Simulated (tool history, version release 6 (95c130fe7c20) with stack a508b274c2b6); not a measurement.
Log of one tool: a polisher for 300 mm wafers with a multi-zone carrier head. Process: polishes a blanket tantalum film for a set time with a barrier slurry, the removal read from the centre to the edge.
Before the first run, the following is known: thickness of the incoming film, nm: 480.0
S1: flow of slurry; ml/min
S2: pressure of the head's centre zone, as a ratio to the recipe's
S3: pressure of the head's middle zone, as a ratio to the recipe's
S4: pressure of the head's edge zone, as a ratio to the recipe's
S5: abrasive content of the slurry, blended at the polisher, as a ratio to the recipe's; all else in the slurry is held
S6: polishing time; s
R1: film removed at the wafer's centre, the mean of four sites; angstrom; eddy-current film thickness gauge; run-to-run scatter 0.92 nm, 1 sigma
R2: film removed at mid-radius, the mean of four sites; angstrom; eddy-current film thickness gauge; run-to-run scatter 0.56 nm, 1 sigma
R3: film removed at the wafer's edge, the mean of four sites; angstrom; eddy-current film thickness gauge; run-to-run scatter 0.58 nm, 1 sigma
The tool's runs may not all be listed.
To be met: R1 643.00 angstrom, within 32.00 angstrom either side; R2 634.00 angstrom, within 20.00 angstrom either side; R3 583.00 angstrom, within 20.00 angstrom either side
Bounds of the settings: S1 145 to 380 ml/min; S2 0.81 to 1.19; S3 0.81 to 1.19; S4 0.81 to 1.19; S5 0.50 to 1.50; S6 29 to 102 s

run	hour	S1	S2	S3	S4	S5	S6	R1	R2	R3
1	0.0	245	1.00	1.00	1.00	1.00	65	1143.40	1179.70	1208.80
2	0.7	245	1.02	1.01	0.95	0.85	55	1001.70	968.91	959.49
3	5.8	245	1.02	1.06	0.95	0.85	55	992.79	1016.60	980.72
4	8.7	250	1.00	1.05	0.91	0.75	48	801.77	847.15	802.55
5	10.3	260	1.01	1.04	0.88	0.65	45	759.76	769.27	710.75
6	19.0	265	1.00	1.02	0.86	0.60	44	713.11	729.44	680.09
7	22.6	265	1.00	1.02	0.86	0.60	44	707.84	722.47	692.33
8	24.4	265	1.01	1.02	0.84	0.55	42	645.30	671.49	624.37
9	28.4	235	1.08	1.00	0.81	0.50	42	686.54	645.64	590.53

5 next moves are on the table. One of them brings every result within its allowed miss. Which?
A	32.4	210	1.18	1.05	0.83	0.55	42	?	?	?
B	32.4	380	1.15	1.00	0.84	0.60	38	?	?	?
C	32.4	230	1.09	1.03	0.81	0.50	43	?	?	?
D	32.4	230	1.19	1.01	0.81	0.65	39	?	?	?
E	32.4	220	1.07	1.05	0.87	0.50	40	?	?	?

move	R1	R2	R3
A	736.40	669.40	608.33
B	710.55	632.18	593.84
C	685.41	663.49	604.55
D	731.95	637.69	591.24
E	622.17	624.03	578.00
A: lands further from the targets than the last run did
B: lands further from the targets than the last run did
C: lands further from the targets than the last run did
D: lands further from the targets than the last run did
E: each result inside its tolerance
Move E is the one to make.

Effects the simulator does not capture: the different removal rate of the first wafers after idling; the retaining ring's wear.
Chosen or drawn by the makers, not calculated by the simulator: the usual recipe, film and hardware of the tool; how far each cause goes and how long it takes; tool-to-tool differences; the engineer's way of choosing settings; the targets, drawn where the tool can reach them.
